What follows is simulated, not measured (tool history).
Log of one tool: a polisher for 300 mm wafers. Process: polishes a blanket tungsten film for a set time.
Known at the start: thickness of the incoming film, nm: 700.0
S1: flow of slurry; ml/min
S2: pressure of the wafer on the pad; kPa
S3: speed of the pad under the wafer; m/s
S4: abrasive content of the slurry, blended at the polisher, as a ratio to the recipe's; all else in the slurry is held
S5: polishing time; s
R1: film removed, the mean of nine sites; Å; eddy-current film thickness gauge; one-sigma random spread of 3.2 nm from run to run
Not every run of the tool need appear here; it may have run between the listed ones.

run	hour	S1	S2	S3	S4	S5	R1
1	0	135	33.1	1.4	1	42	4045
2	7.1	155	33.1	1.4	1	42	4187.7
3	11.3	155	29.6	1.38	1	42	3805.2
4	18.3	170	29.6	1.38	1	42	3848.4
5	22.1	170	26.9	1.34	1	42	3286.5
6	24.7	170	26.9	1.34	1.2	42	3492.3
7	29.6	170	24.8	1.32	1.2	42	3234
8	36.7	170	22.8	1.3	1.2	42	2860.5
9	43.1	165	22.1	1.3	1.2	42	2811.8

What will run 10 give?
10	45.9	160	20.7	1.3	1.2	42	?

{"run 10": {"R1": 2629.7}}

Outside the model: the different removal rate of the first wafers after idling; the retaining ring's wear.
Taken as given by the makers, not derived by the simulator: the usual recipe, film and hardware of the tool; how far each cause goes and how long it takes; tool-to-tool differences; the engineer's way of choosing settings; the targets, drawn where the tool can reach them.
